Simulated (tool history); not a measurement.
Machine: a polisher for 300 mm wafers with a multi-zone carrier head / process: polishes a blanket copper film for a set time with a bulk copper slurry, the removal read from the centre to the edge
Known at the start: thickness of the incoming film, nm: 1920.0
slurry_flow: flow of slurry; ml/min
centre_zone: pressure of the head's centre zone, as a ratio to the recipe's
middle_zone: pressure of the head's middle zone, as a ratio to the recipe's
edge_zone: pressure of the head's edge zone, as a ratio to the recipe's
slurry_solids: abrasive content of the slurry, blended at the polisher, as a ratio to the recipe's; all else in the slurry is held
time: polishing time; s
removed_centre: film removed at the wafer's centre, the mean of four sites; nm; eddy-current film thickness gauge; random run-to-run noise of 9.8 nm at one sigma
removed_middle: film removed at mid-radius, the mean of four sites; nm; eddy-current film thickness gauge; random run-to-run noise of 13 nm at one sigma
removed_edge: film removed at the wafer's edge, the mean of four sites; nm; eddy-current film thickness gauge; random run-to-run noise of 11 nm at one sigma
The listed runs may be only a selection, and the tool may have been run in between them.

{"run": 1, "hour": 0.0, "slurry_flow": 130, "centre_zone": 1, "middle_zone": 1, "edge_zone": 1, "slurry_solids": 1, "time": 45, "removed_centre": 686.74, "removed_middle": 662, "removed_edge": 680.76}
{"run": 2, "hour": 1.3, "slurry_flow": 115, "centre_zone": 1, "middle_zone": 1, "edge_zone": 1, "slurry_solids": 1, "time": 45, "removed_centre": 662.64, "removed_middle": 657.76, "removed_edge": 650.05}
{"run": 3, "hour": 7.2, "slurry_flow": 115, "centre_zone": 1, "middle_zone": 1, "edge_zone": 1, "slurry_solids": 1.2, "time": 45, "removed_centre": 681.74, "removed_middle": 679.56, "removed_edge": 678.99}
{"run": 4, "hour": 13.0, "slurry_flow": 115, "centre_zone": 1, "middle_zone": 1, "edge_zone": 0.94, "slurry_solids": 1.2, "time": 45, "removed_centre": 692.66, "removed_middle": 702.86, "removed_edge": 676.2}
{"run": 5, "hour": 13.6, "slurry_flow": 130, "centre_zone": 0.99, "middle_zone": 1.01, "edge_zone": 0.95, "slurry_solids": 1.3, "time": 46, "removed_centre": 737.41, "removed_middle": 756.39, "removed_edge": 718.15}
{"run": 6, "hour": 18.8, "slurry_flow": 140, "centre_zone": 0.98, "middle_zone": 1.01, "edge_zone": 0.97, "slurry_solids": 1.35, "time": 47, "removed_centre": 780.53, "removed_middle": 760.74, "removed_edge": 748.54}
{"run": 7, "hour": 22.3, "slurry_flow": 145, "centre_zone": 0.96, "middle_zone": 1.02, "edge_zone": 0.98, "slurry_solids": 1.4, "time": 48, "removed_centre": 777.27, "removed_middle": 844.46, "removed_edge": 792.81}
{"run": 8, "hour": 30.1, "slurry_flow": 155, "centre_zone": 0.96, "middle_zone": 1.01, "edge_zone": 1, "slurry_solids": 1.45, "time": 48, "removed_centre": 817.02, "removed_middle": 829.32, "removed_edge": 793.18}
{"run": 9, "hour": 35.7, "slurry_flow": 155, "centre_zone": 0.96, "middle_zone": 1.01, "edge_zone": 1, "slurry_solids": 1.45, "time": 48, "removed_centre": 828.2, "removed_middle": 799.43, "removed_edge": 802.24}

Predict the results of run 10:
{"run": 10, "hour": 43.0, "slurry_flow": 155, "centre_zone": 0.96, "middle_zone": 1.01, "edge_zone": 1, "slurry_solids": 1.45, "time": 48, "removed_centre": "?", "removed_middle": "?", "removed_edge": "?"}

removed_centre: 803.9 nm
removed_middle: 798.48 nm
removed_edge: 805.39 nm
